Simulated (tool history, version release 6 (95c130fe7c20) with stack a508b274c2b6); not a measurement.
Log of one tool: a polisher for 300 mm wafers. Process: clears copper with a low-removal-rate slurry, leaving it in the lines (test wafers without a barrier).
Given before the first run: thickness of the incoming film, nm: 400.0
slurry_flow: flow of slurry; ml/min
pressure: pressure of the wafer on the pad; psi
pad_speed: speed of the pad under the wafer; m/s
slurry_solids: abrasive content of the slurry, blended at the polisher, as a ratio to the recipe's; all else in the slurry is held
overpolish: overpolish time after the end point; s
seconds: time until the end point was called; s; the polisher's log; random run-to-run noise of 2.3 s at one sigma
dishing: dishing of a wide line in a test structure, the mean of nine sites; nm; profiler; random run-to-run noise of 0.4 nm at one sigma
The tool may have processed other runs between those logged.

run 1 hour=0 | slurry_flow=305 pressure=2.6 pad_speed=1.22 slurry_solids=1 overpolish=17 | seconds=121.97 dishing=38.847
run 2 hour=5.7 | slurry_flow=305 pressure=2.6 pad_speed=1.12 slurry_solids=1 overpolish=17 | seconds=130.64 dishing=36.809
run 3 hour=14.1 | slurry_flow=305 pressure=2.6 pad_speed=1.12 slurry_solids=1 overpolish=14 | seconds=129.59 dishing=29.996
run 4 hour=20.6 | slurry_flow=305 pressure=2.6 pad_speed=1.12 slurry_solids=1 overpolish=13 | seconds=129.01 dishing=27.704
run 5 hour=28.8 | slurry_flow=305 pressure=3.2 pad_speed=1.12 slurry_solids=1 overpolish=13 | seconds=105.87 dishing=34.347
run 6 hour=31.2 | slurry_flow=305 pressure=3.2 pad_speed=1.4 slurry_solids=1 overpolish=13 | seconds=83.973 dishing=41.769
run 7 hour=37.2 | slurry_flow=305 pressure=2.5 pad_speed=1.36 slurry_solids=1 overpolish=6 | seconds=114 dishing=15.675
run 8 hour=39.4 | slurry_flow=305 pressure=2.5 pad_speed=1.32 slurry_solids=1 overpolish=7 | seconds=113.87 dishing=17.612

Predict the results of run 9:
run 9 hour=47.3 | slurry_flow=305 pressure=2.2 pad_speed=1.22 slurry_solids=1 overpolish=12 | seconds=? dishing=?

Run 9 came out at seconds 139.55 s, dishing 24.639 nm.
